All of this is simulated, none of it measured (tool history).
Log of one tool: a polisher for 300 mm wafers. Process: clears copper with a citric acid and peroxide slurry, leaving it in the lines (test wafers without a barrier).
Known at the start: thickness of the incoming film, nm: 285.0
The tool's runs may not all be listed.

| run | hour | flow of slurry (ml/min) | pressure of the wafer on the pad (kPa) | speed of the pad under the wafer (cm/s) | abrasive content of the slurry | overpolish time after the end point (s) | time until the end point was called (s) | dishing of a wide line in a test structure (angstrom) |
|---|---|---|---|---|---|---|---|---|
| 1 | 0 | 170 | 13.8 | 114 | 1 | 10 | 200.42 | 111.21 |
| 2 | 1.6 | 165 | 12.4 | 108 | 1 | 11 | 228.38 | 106.01 |
| 3 | 7.3 | 165 | 12.4 | 108 | 1 | 15 | 226.84 | 143.59 |
| 4 | 13.6 | 160 | 11 | 102 | 1 | 15 | 260.92 | 122.87 |
| 5 | 18.8 | 160 | 11 | 102 | 0.9 | 15 | 269.85 | 120.59 |
| 6 | 27 | 180 | 11 | 102 | 0.9 | 15 | 268.6 | 124.34 |
| 7 | 29.6 | 155 | 6.9 | 80 | 0.9 | 16 | 473.12 | 74.173 |
| 8 | 37.8 | 160 | 6.9 | 80 | 0.9 | 16 | 460.61 | 75.136 |
| 9 | 40 | 165 | 6.9 | 80 | 0.9 | 16 | 470 | 74.808 |
| 10 | 48.7 | 170 | 6.9 | 80 | 0.9 | 16 | 462.79 | 74.866 |
| 11 | 52.5 | 175 | 6.9 | 80 | 0.9 | 16 | 464.29 | 75.661 |
| 12 | 56.1 | 175 | 6.9 | 80 | 0.9 | 16 | 461.8 | 75.955 |

The next listed run, before its measurement:
| 13 | 63.6 | 180 | 6.9 | 80 | 0.9 | 16 | ? | ? |

Run 13 gave time until the end point was called (s) 463.2, dishing of a wide line in a test structure (angstrom) 77.373.
